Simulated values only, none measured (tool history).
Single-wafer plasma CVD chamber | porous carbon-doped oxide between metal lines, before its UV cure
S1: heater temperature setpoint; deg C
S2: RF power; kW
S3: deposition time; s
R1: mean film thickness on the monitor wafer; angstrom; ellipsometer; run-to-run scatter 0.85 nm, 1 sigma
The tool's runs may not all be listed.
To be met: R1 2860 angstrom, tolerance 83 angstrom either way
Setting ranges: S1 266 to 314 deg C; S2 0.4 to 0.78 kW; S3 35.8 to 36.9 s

{"run": 1, "hour": 0.0, "S1": 290, "S2": 0.59, "S3": 35.8, "R1": 2439.5}
{"run": 2, "hour": 1.6, "S1": 290, "S2": 0.525, "S3": 35.8, "R1": 2229.9}
{"run": 3, "hour": 2.7, "S1": 290, "S2": 0.525, "S3": 36.9, "R1": 2308.2}
{"run": 4, "hour": 3.4, "S1": 285, "S2": 0.55, "S3": 36.9, "R1": 2450.4}
{"run": 5, "hour": 9.0, "S1": 285, "S2": 0.55, "S3": 36.9, "R1": 2453.7}
{"run": 6, "hour": 17.1, "S1": 285, "S2": 0.51, "S3": 36.9, "R1": 2324.7}
{"run": 7, "hour": 19.2, "S1": 281, "S2": 0.54, "S3": 36.9, "R1": 2486.8}
{"run": 8, "hour": 24.3, "S1": 278, "S2": 0.555, "S3": 36.9, "R1": 2573.5}
{"run": 9, "hour": 32.1, "S1": 267, "S2": 0.61, "S3": 36.9, "R1": 2952.1}

Which single option among these 4 for the next run brings every result within its allowed miss of target? Just one does.
{"run": "A", "hour": 39.9, "S1": 266, "S2": 0.62, "S3": 36.9, "R1": "?"}
{"run": "B", "hour": 39.9, "S1": 266, "S2": 0.635, "S3": 36.9, "R1": "?"}
{"run": "C", "hour": 39.9, "S1": 275, "S2": 0.66, "S3": 35.8, "R1": "?"}
{"run": "D", "hour": 39.9, "S1": 266, "S2": 0.615, "S3": 36.9, "R1": "?"}

move=A R1=3012.2
move=B R1=3064.1
move=C R1=2891.2
move=D R1=2994.8
A: lands further from the targets than the last run did
B: lands further from the targets than the last run did
C: each result inside its tolerance
D: lands further from the targets than the last run did
Answer: C

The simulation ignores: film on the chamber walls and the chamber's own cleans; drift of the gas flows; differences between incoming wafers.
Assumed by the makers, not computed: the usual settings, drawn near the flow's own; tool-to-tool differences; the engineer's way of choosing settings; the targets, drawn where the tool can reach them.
